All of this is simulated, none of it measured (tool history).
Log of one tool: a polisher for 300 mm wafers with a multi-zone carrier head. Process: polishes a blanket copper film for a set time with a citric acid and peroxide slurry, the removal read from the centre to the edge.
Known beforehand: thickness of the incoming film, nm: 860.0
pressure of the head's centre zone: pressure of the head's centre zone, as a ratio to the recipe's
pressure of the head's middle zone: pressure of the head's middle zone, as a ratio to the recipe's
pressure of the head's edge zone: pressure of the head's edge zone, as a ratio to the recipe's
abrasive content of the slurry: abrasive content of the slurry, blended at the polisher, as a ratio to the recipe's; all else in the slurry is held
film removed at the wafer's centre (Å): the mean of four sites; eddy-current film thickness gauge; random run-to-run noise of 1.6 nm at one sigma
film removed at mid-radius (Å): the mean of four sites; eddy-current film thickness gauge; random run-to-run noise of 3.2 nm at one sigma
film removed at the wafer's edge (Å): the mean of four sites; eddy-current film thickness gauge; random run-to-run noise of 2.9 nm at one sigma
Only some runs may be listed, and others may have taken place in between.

run  hour  flow of slurry (ml/min)  pressure of the head's centre zone  pressure of the head's middle zone  pressure of the head's edge zone  abrasive content of the slurry  polishing time (s)  film removed at the wafer's centre (Å)  film removed at mid-radius (Å)  film removed at the wafer's edge (Å)
  1     0                      295                                   1                                   1                                 1                               1                  71                                  2222.7                          2276.5                                  2351
  2   5.2                      295                                   1                                   1                              1.07                               1                  71                                  2204.5                          2233.5                                2415.5
  3  12.1                      295                                0.92                                   1                              1.07                               1                  71                                  2042.4                          2276.6                                  2442
  4  18.6                      305                                0.94                                   1                              1.09                             1.1                  72                                  2151.7                          2387.2                                2522.6
  5  19.6                      305                                0.94                                1.06                              1.09                             1.1                  72                                  2174.1                            2455                                2571.5
  6    28                      275                                0.94                                1.06                              1.09                             1.1                  72                                  2163.9                          2514.8                                2506.3
  7  36.6                      305                                0.96                                1.07                              1.11                            1.15                  72                                  2249.3                          2607.5                                2607.2
  8  41.5                      330                                0.98                                1.05                              1.13                            1.15                  72                                    2300                          2589.9                                2580.7
  9  47.6                      315                                0.98                                1.01                              1.13                             1.2                  74                                  2378.6                          2542.6                                2660.6
 10  48.6                      315                                0.98                                0.99                              1.14                            1.25                  75                                  2423.6                          2516.9                                2749.9

Run 11, settings as shown, results not yet in. Your forecast:
 11  51.6                      315                                0.98                                0.99                              1.14                            1.25                  75                                       ?                               ?                                     ?

For run 11 the tool returned film removed at the wafer's centre (Å) 2424.4, film removed at mid-radius (Å) 2512.3, film removed at the wafer's edge (Å) 2761.1.

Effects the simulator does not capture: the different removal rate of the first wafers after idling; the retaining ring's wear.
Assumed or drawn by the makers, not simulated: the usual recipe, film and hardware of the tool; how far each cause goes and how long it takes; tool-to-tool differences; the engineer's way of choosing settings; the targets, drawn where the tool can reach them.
